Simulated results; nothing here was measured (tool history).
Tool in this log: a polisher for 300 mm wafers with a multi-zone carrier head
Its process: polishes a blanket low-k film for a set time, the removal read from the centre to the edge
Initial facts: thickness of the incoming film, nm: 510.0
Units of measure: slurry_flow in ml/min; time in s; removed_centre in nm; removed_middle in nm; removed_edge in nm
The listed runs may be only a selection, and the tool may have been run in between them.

{"run": 1, "day": 0.0, "slurry_flow": 150, "centre_zone": 1, "middle_zone": 1, "edge_zone": 1, "slurry_solids": 1, "time": 64, "removed_centre": 27.151, "removed_middle": 27.485, "removed_edge": 27.708}
{"run": 2, "day": 0.125, "slurry_flow": 150, "centre_zone": 1, "middle_zone": 1, "edge_zone": 1, "slurry_solids": 1, "time": 76, "removed_centre": 33.403, "removed_middle": 32.839, "removed_edge": 32.919}
{"run": 3, "day": 0.458, "slurry_flow": 150, "centre_zone": 1, "middle_zone": 1, "edge_zone": 1, "slurry_solids": 1, "time": 86, "removed_centre": 38.02, "removed_middle": 36.094, "removed_edge": 36.617}
{"run": 4, "day": 0.762, "slurry_flow": 145, "centre_zone": 1.03, "middle_zone": 0.99, "edge_zone": 0.95, "slurry_solids": 0.85, "time": 74, "removed_centre": 30.987, "removed_middle": 29.201, "removed_edge": 29.416}
{"run": 5, "day": 1.1, "slurry_flow": 150, "centre_zone": 1.06, "middle_zone": 1, "edge_zone": 0.92, "slurry_solids": 0.75, "time": 63, "removed_centre": 26.172, "removed_middle": 23.961, "removed_edge": 23.266}
{"run": 6, "day": 1.171, "slurry_flow": 155, "centre_zone": 1.06, "middle_zone": 1, "edge_zone": 0.9, "slurry_solids": 0.7, "time": 58, "removed_centre": 23.153, "removed_middle": 21.398, "removed_edge": 21.042}

The next listed run, before its measurement:
{"run": 7, "day": 1.504, "slurry_flow": 115, "centre_zone": 1.14, "middle_zone": 1.08, "edge_zone": 0.81, "slurry_solids": 0.5, "time": 46, "removed_centre": "?", "removed_middle": "?", "removed_edge": "?"}

removed_centre: 16.165 nm
removed_middle: 14.752 nm
removed_edge: 13.158 nm
